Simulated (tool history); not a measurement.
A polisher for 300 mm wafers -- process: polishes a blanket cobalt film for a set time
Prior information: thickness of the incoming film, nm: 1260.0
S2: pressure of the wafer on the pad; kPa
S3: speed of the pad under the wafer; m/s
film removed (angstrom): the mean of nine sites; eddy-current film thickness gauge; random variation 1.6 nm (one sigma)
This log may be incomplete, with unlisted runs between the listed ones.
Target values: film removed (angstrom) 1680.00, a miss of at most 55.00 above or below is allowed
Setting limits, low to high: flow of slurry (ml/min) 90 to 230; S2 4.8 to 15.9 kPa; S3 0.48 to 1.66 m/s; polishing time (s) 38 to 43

run 1 hour=0.0 | flow_of_slurry_(ml/min)=150 S2=10.3 S3=1.06 polishing_time_(s)=43 | film_removed_(angstrom)=1322.80
run 2 hour=4.8 | flow_of_slurry_(ml/min)=150 S2=10.3 S3=0.82 polishing_time_(s)=43 | film_removed_(angstrom)=1067.70
run 3 hour=12.4 | flow_of_slurry_(ml/min)=120 S2=10.3 S3=0.82 polishing_time_(s)=43 | film_removed_(angstrom)=1006.10
run 4 hour=17.6 | flow_of_slurry_(ml/min)=120 S2=10.3 S3=0.60 polishing_time_(s)=43 | film_removed_(angstrom)=786.89
run 5 hour=19.1 | flow_of_slurry_(ml/min)=120 S2=10.3 S3=0.60 polishing_time_(s)=38 | film_removed_(angstrom)=690.48
run 6 hour=23.4 | flow_of_slurry_(ml/min)=120 S2=8.3 S3=0.60 polishing_time_(s)=38 | film_removed_(angstrom)=561.92
run 7 hour=29.3 | flow_of_slurry_(ml/min)=130 S2=9.7 S3=0.62 polishing_time_(s)=38 | film_removed_(angstrom)=676.83
run 8 hour=33.7 | flow_of_slurry_(ml/min)=140 S2=11.0 S3=0.64 polishing_time_(s)=38 | film_removed_(angstrom)=801.84
run 9 hour=38.7 | flow_of_slurry_(ml/min)=145 S2=11.7 S3=0.68 polishing_time_(s)=38 | film_removed_(angstrom)=898.56
run 10 hour=41.0 | flow_of_slurry_(ml/min)=150 S2=12.4 S3=0.72 polishing_time_(s)=38 | film_removed_(angstrom)=1003.70
run 11 hour=46.1 | flow_of_slurry_(ml/min)=150 S2=12.4 S3=0.72 polishing_time_(s)=38 | film_removed_(angstrom)=995.06
run 12 hour=50.9 | flow_of_slurry_(ml/min)=155 S2=13.1 S3=0.74 polishing_time_(s)=38 | film_removed_(angstrom)=1086.90
run 13 hour=55.0 | flow_of_slurry_(ml/min)=175 S2=15.9 S3=0.94 polishing_time_(s)=38 | film_removed_(angstrom)=1592.90

Consider the 4 candidate settings below. Which is the only one whose results all fall within their allowed miss of target?
run A hour=59.1 | flow_of_slurry_(ml/min)=170 S2=15.2 S3=1.00 polishing_time_(s)=42 | film_removed_(angstrom)=?
run B hour=59.1 | flow_of_slurry_(ml/min)=190 S2=14.5 S3=0.92 polishing_time_(s)=43 | film_removed_(angstrom)=?
run C hour=59.1 | flow_of_slurry_(ml/min)=190 S2=15.9 S3=1.00 polishing_time_(s)=39 | film_removed_(angstrom)=?
run D hour=59.1 | flow_of_slurry_(ml/min)=165 S2=15.9 S3=0.96 polishing_time_(s)=43 | film_removed_(angstrom)=?

move=A film_removed_(angstrom)=1779.90
move=B film_removed_(angstrom)=1655.00
move=C film_removed_(angstrom)=1756.40
move=D film_removed_(angstrom)=1831.50
A: the result that was furthest off in the last run now lies on the other side of its target
B: all results in spec
C: the result that was furthest off in the last run now lies on the other side of its target
D: the result that was furthest off in the last run now lies on the other side of its target
Correct choice: B, which meets every target
